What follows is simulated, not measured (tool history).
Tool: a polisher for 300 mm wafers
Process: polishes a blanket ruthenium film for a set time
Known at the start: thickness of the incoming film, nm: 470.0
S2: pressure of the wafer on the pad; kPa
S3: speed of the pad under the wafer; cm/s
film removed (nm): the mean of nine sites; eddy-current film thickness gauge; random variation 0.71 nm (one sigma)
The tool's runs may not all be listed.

run 1 day=0 | flow_of_slurry_(ml/min)=290 S2=15.9 S3=92 polishing_time_(s)=35 | film_removed_(nm)=42.699
run 2 day=0.142 | flow_of_slurry_(ml/min)=290 S2=12.4 S3=92 polishing_time_(s)=35 | film_removed_(nm)=33.171
run 3 day=0.283 | flow_of_slurry_(ml/min)=290 S2=14.5 S3=92 polishing_time_(s)=35 | film_removed_(nm)=39.513
run 4 day=0.6 | flow_of_slurry_(ml/min)=290 S2=14.5 S3=92 polishing_time_(s)=31 | film_removed_(nm)=34.499
run 5 day=0.788 | flow_of_slurry_(ml/min)=290 S2=16.5 S3=92 polishing_time_(s)=31 | film_removed_(nm)=39.031
run 6 day=0.871 | flow_of_slurry_(ml/min)=290 S2=17.9 S3=94 polishing_time_(s)=31 | film_removed_(nm)=43.297
run 7 day=1.15 | flow_of_slurry_(ml/min)=290 S2=19.3 S3=96 polishing_time_(s)=31 | film_removed_(nm)=47.544

The next listed run, before its measurement:
run 8 day=1.196 | flow_of_slurry_(ml/min)=290 S2=20 S3=98 polishing_time_(s)=31 | film_removed_(nm)=?

film removed (nm): 49.328
